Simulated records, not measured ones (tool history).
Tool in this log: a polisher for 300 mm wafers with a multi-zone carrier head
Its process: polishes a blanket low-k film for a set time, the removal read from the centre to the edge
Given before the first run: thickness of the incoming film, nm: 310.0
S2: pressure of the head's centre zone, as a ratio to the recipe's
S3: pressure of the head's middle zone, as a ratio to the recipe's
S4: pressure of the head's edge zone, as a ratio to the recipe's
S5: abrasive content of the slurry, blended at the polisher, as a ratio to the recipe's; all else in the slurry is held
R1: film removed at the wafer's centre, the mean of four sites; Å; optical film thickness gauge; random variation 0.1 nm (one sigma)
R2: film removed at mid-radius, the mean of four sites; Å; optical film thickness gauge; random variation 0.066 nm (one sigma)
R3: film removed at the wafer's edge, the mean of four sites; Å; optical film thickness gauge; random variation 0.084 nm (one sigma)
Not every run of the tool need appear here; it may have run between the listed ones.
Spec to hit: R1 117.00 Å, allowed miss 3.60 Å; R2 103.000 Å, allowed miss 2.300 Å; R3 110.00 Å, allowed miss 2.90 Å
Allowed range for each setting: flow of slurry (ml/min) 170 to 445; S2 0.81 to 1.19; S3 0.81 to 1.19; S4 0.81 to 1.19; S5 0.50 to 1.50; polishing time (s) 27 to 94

run 1 day=0.000 | flow_of_slurry_(ml/min)=285 S2=1.00 S3=1.00 S4=1.00 S5=1.00 polishing_time_(s)=60 | R1=206.27 R2=198.590 R3=215.73
run 2 day=0.283 | flow_of_slurry_(ml/min)=315 S2=1.00 S3=1.00 S4=1.00 S5=1.00 polishing_time_(s)=60 | R1=211.38 R2=203.120 R3=218.43
run 3 day=0.342 | flow_of_slurry_(ml/min)=315 S2=1.00 S3=0.99 S4=0.98 S5=0.95 polishing_time_(s)=58 | R1=193.56 R2=186.410 R3=200.40
run 4 day=0.529 | flow_of_slurry_(ml/min)=315 S2=1.00 S3=0.91 S4=0.98 S5=0.95 polishing_time_(s)=58 | R1=190.54 R2=174.930 R3=199.51
run 5 day=0.896 | flow_of_slurry_(ml/min)=315 S2=1.00 S3=0.91 S4=0.98 S5=0.80 polishing_time_(s)=58 | R1=169.09 R2=152.490 R3=171.00
run 6 day=1.250 | flow_of_slurry_(ml/min)=315 S2=0.97 S3=0.91 S4=0.98 S5=0.80 polishing_time_(s)=58 | R1=161.35 R2=152.790 R3=172.69
run 7 day=1.333 | flow_of_slurry_(ml/min)=310 S2=0.97 S3=0.90 S4=0.96 S5=0.75 polishing_time_(s)=57 | R1=149.72 R2=140.950 R3=159.88
run 8 day=1.412 | flow_of_slurry_(ml/min)=310 S2=0.98 S3=0.90 S4=0.94 S5=0.70 polishing_time_(s)=56 | R1=138.89 R2=127.400 R3=144.88
run 9 day=1.446 | flow_of_slurry_(ml/min)=305 S2=0.99 S3=0.91 S4=0.93 S5=0.70 polishing_time_(s)=56 | R1=139.72 R2=128.770 R3=143.36
run 10 day=1.588 | flow_of_slurry_(ml/min)=300 S2=1.00 S3=0.91 S4=0.92 S5=0.70 polishing_time_(s)=56 | R1=140.25 R2=128.230 R3=140.49
run 11 day=1.733 | flow_of_slurry_(ml/min)=290 S2=1.00 S3=0.90 S4=0.91 S5=0.70 polishing_time_(s)=56 | R1=138.08 R2=127.150 R3=140.02
run 12 day=1.800 | flow_of_slurry_(ml/min)=285 S2=1.00 S3=0.90 S4=0.90 S5=0.70 polishing_time_(s)=56 | R1=139.64 R2=126.270 R3=140.08
run 13 day=2.046 | flow_of_slurry_(ml/min)=290 S2=1.00 S3=0.90 S4=0.89 S5=0.70 polishing_time_(s)=56 | R1=138.10 R2=128.690 R3=139.25
run 14 day=2.150 | flow_of_slurry_(ml/min)=290 S2=1.00 S3=0.90 S4=0.89 S5=0.70 polishing_time_(s)=56 | R1=140.31 R2=127.290 R3=138.70
-- day=2.175 edge zone pressure recalibrated
run 15 day=2.175 | flow_of_slurry_(ml/min)=285 S2=1.00 S3=0.90 S4=0.88 S5=0.70 polishing_time_(s)=56 | R1=140.17 R2=128.670 R3=131.94
run 16 day=2.358 | flow_of_slurry_(ml/min)=280 S2=1.00 S3=0.89 S4=0.88 S5=0.70 polishing_time_(s)=56 | R1=139.99 R2=126.920 R3=131.22
run 17 day=2.604 | flow_of_slurry_(ml/min)=280 S2=1.00 S3=0.88 S4=0.88 S5=0.70 polishing_time_(s)=56 | R1=139.93 R2=124.770 R3=131.34
run 18 day=2.862 | flow_of_slurry_(ml/min)=280 S2=1.00 S3=0.87 S4=0.88 S5=0.70 polishing_time_(s)=56 | R1=137.40 R2=124.710 R3=130.48
run 19 day=3.221 | flow_of_slurry_(ml/min)=280 S2=1.00 S3=0.86 S4=0.88 S5=0.70 polishing_time_(s)=56 | R1=140.26 R2=123.990 R3=131.34
run 20 day=3.283 | flow_of_slurry_(ml/min)=280 S2=0.99 S3=0.84 S4=0.86 S5=0.60 polishing_time_(s)=56 | R1=110.86 R2=99.270 R3=106.56

Which of these 5 next moves meets every target?
run A day=3.346 | flow_of_slurry_(ml/min)=300 S2=0.98 S3=0.82 S4=0.84 S5=0.60 polishing_time_(s)=59 | R1=? R2=? R3=?
run B day=3.346 | flow_of_slurry_(ml/min)=280 S2=0.92 S3=0.93 S4=0.83 S5=0.60 polishing_time_(s)=56 | R1=? R2=? R3=?
run C day=3.346 | flow_of_slurry_(ml/min)=360 S2=0.99 S3=0.88 S4=0.92 S5=0.60 polishing_time_(s)=52 | R1=? R2=? R3=?
run D day=3.346 | flow_of_slurry_(ml/min)=250 S2=0.89 S3=0.86 S4=0.90 S5=0.60 polishing_time_(s)=58 | R1=? R2=? R3=?
run E day=3.346 | flow_of_slurry_(ml/min)=245 S2=1.00 S3=0.84 S4=0.90 S5=0.65 polishing_time_(s)=48 | R1=? R2=? R3=?

move=A R1=117.36 R2=103.870 R3=110.92
move=B R1=103.80 R2=105.540 R3=104.07
move=C R1=106.38 R2=96.927 R3=103.07
move=D R1=102.55 R2=103.070 R3=110.85
move=E R1=106.56 R2=93.914 R3=102.53
A: each result inside its tolerance
B: further off than the last run
C: further off than the last run
D: further off than the last run
E: further off than the last run
Go with A: it meets all targets.
